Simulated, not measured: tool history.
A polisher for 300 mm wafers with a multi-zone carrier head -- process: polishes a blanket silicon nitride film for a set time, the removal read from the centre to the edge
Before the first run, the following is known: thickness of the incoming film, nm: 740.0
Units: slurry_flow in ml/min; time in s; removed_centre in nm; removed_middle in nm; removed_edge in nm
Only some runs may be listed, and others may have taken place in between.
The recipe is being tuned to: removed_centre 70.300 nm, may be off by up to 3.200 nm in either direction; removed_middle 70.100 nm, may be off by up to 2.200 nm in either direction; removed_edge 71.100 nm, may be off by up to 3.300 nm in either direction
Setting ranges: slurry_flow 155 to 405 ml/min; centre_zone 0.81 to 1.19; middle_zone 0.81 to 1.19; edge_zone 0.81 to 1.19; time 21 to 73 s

| run | hour | slurry_flow | centre_zone | middle_zone | edge_zone | time | removed_centre | removed_middle | removed_edge |
|---|---|---|---|---|---|---|---|---|---|
| 1 | 0.0 | 260 | 1.00 | 1.00 | 1.00 | 47 | 104.730 | 105.690 | 104.040 |
| 2 | 7.2 | 285 | 1.00 | 1.00 | 1.00 | 47 | 104.690 | 107.370 | 107.160 |
| 3 | 13.3 | 285 | 0.94 | 1.00 | 1.00 | 47 | 100.530 | 105.740 | 107.100 |
| 4 | 18.3 | 285 | 0.94 | 1.00 | 0.95 | 47 | 99.308 | 105.750 | 102.470 |
| 5 | 23.5 | 270 | 0.91 | 0.95 | 0.91 | 43 | 87.375 | 92.873 | 92.191 |
| 6 | 30.8 | 260 | 0.91 | 0.92 | 0.88 | 40 | 79.219 | 82.982 | 85.244 |
| 7 | 35.1 | 255 | 0.93 | 0.91 | 0.86 | 38 | 78.767 | 78.593 | 79.790 |
| 8 | 37.6 | 235 | 0.89 | 0.87 | 0.81 | 34 | 67.840 | 66.465 | 68.080 |
| 9 | 45.3 | 235 | 0.89 | 0.87 | 0.81 | 34 | 67.603 | 67.075 | 67.937 |

Which one of the following 5 next-run settings gets every result inside its allowed miss? There is exactly one.
| A | 53.0 | 255 | 0.83 | 0.88 | 0.90 | 37 | ? | ? | ? |
| B | 53.0 | 235 | 0.94 | 1.03 | 0.81 | 33 | ? | ? | ? |
| C | 53.0 | 200 | 1.05 | 0.81 | 0.82 | 35 | ? | ? | ? |
| D | 53.0 | 295 | 0.91 | 0.89 | 0.84 | 34 | ? | ? | ? |
| E | 53.0 | 260 | 0.86 | 0.83 | 0.87 | 37 | ? | ? | ? |

| move | removed_centre | removed_middle | removed_edge |
|---|---|---|---|
| A | 68.730 | 74.872 | 78.402 |
| B | 68.220 | 75.333 | 66.534 |
| C | 78.088 | 63.790 | 69.784 |
| D | 70.220 | 70.610 | 71.090 |
| E | 71.244 | 71.521 | 77.589 |
A: pushes the last run's worst result past its target
B: pushes the last run's worst result past its target
C: moves away from the targets compared with the last run
D: hits every target within its allowed miss
E: the worst result of the last run now meets its target, but another is out of spec
The move that meets every target is D.
